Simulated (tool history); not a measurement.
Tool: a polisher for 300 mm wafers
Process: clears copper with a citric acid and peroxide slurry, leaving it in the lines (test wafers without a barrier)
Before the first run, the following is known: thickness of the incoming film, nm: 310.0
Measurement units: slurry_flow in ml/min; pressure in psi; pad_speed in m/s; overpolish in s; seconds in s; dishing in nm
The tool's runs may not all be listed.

run 1 hour=0.0 | slurry_flow=210 pressure=2.0 pad_speed=1.30 slurry_solids=1.0 overpolish=18 | seconds=213.27 dishing=21.432
run 2 hour=8.3 | slurry_flow=215 pressure=2.3 pad_speed=1.34 slurry_solids=1.0 overpolish=17 | seconds=176.67 dishing=22.922
run 3 hour=12.4 | slurry_flow=190 pressure=2.3 pad_speed=1.34 slurry_solids=1.0 overpolish=17 | seconds=185.55 dishing=23.297
run 4 hour=18.0 | slurry_flow=145 pressure=2.3 pad_speed=1.34 slurry_solids=1.0 overpolish=17 | seconds=190.05 dishing=22.755
run 5 hour=24.0 | slurry_flow=145 pressure=2.3 pad_speed=1.08 slurry_solids=1.0 overpolish=17 | seconds=233.47 dishing=18.493
run 6 hour=24.6 | slurry_flow=160 pressure=2.5 pad_speed=1.20 slurry_solids=1.0 overpolish=17 | seconds=190.24 dishing=22.472
run 7 hour=27.6 | slurry_flow=175 pressure=2.7 pad_speed=1.28 slurry_solids=1.0 overpolish=16 | seconds=164.26 dishing=24.107
run 8 hour=30.7 | slurry_flow=185 pressure=2.8 pad_speed=1.36 slurry_solids=1.0 overpolish=16 | seconds=149.70 dishing=25.918

What does the tool deliver on the next run?
run 9 hour=35.1 | slurry_flow=190 pressure=2.9 pad_speed=1.42 slurry_solids=1.0 overpolish=16 | seconds=? dishing=?

seconds: 137.73 s
dishing: 28.175 nm

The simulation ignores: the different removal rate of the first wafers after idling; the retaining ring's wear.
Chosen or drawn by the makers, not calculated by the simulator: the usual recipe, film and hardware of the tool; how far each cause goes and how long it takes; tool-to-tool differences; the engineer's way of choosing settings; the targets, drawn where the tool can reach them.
